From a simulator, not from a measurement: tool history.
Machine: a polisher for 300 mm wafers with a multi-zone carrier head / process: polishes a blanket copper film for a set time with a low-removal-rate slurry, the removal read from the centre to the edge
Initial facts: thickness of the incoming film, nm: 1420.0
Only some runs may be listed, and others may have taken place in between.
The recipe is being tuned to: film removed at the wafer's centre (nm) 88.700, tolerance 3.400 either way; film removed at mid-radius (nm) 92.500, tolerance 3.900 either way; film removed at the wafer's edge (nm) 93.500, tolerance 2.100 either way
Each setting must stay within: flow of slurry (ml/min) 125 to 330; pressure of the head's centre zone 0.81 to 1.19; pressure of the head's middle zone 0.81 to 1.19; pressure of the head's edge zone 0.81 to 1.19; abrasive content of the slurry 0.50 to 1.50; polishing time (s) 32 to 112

run	hour	flow of slurry (ml/min)	pressure of the head's centre zone	pressure of the head's middle zone	pressure of the head's edge zone	abrasive content of the slurry	polishing time (s)	film removed at the wafer's centre (nm)	film removed at mid-radius (nm)	film removed at the wafer's edge (nm)
1	0.0	210	1.00	1.00	1.00	1.00	72	115.790	113.970	109.410
2	0.6	200	0.96	0.97	0.97	0.95	72	111.090	109.180	107.420
3	1.4	190	0.93	0.96	0.95	0.85	71	102.810	101.080	100.400
4	9.0	190	0.99	0.96	0.95	0.85	71	108.080	99.697	100.720
5	13.2	180	0.95	0.95	0.94	0.80	71	101.740	99.003	97.377
6	21.9	170	0.92	0.94	0.94	0.80	71	95.092	96.575	97.268
7	26.5	160	0.92	0.94	0.93	0.80	71	95.590	96.201	95.862
8	27.3	155	0.91	0.93	0.93	0.80	71	92.204	94.327	95.009
9	35.5	150	0.91	0.93	0.93	0.80	71	91.835	92.420	94.804

Exercise: of the 5 proposed moves below, exactly one satisfies all targets within the stated allowed misses. Which move is it?
A	43.7	125	0.87	0.85	0.98	0.95	72	?	?	?
B	43.7	160	0.96	0.83	0.94	0.85	69	?	?	?
C	43.7	140	0.92	0.91	0.81	0.85	74	?	?	?
D	43.7	180	0.89	0.97	0.98	1.05	62	?	?	?
E	43.7	180	0.93	0.86	0.99	0.90	67	?	?	?

move	film removed at the wafer's centre (nm)	film removed at mid-radius (nm)	film removed at the wafer's edge (nm)
A	89.465	90.665	98.604
B	98.086	88.048	94.247
C	97.447	96.790	94.698
D	89.167	94.506	92.568
E	96.283	90.828	96.111
A: puts the biggest miss on target and leaves a different result outside tolerance
B: its largest miss is bigger than the last run's
C: its largest miss is bigger than the last run's
D: hits every target within its allowed miss
E: its largest miss is bigger than the last run's
Go with D: it meets all targets.

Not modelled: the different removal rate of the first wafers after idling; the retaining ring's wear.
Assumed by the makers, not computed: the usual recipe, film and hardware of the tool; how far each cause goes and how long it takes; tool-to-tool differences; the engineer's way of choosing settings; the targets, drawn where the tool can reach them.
